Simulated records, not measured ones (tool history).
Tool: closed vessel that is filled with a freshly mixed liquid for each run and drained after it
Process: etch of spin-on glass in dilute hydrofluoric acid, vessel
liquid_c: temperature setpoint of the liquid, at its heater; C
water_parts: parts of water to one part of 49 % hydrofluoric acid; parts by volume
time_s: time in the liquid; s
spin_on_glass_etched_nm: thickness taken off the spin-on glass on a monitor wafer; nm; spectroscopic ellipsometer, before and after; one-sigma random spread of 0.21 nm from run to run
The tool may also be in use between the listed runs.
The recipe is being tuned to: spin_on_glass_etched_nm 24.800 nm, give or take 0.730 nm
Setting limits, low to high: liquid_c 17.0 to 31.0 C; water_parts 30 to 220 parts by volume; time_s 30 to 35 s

run    day  liquid_c  water_parts  time_s  spin_on_glass_etched_nm
  1  0.000      23.0          125      35                   13.230
  2  0.179      24.0          120      35                   14.203
  3  0.329      25.0          115      35                   15.493
  4  0.717      25.0          115      35                   15.598
  5  0.792      25.5          110      35                   16.660
  6  1.067      26.0          105      35                   17.733
  7  1.296      26.5          105      35                   18.171
  8  1.671      27.0          105      35                   18.375
  9  1.829      27.5          105      35                   18.992
 10  2.117      28.0          105      35                   19.269
 11  2.267      28.5          105      35                   19.738
 12  2.538      31.0           90      35                   25.950

Of the 5 settings listed for the next run, only one would bring every result within its allowed miss of target. Which one?
  A  2.808      29.5           80      35                        ?
  B  2.808      31.0          100      35                        ?
  C  2.808      30.5           75      30                        ?
  D  2.808      30.5           85      30                        ?
  E  2.808      28.0           85      35                        ?

move  spin_on_glass_etched_nm
   A                   27.814
   B                   22.876
   C                   26.616
   D                   23.140
   E                   24.535
A: moves away from the targets compared with the last run
B: takes the biggest miss from the last run beyond its target
C: moves away from the targets compared with the last run
D: takes the biggest miss from the last run beyond its target
E: meets every target
E meets every target.

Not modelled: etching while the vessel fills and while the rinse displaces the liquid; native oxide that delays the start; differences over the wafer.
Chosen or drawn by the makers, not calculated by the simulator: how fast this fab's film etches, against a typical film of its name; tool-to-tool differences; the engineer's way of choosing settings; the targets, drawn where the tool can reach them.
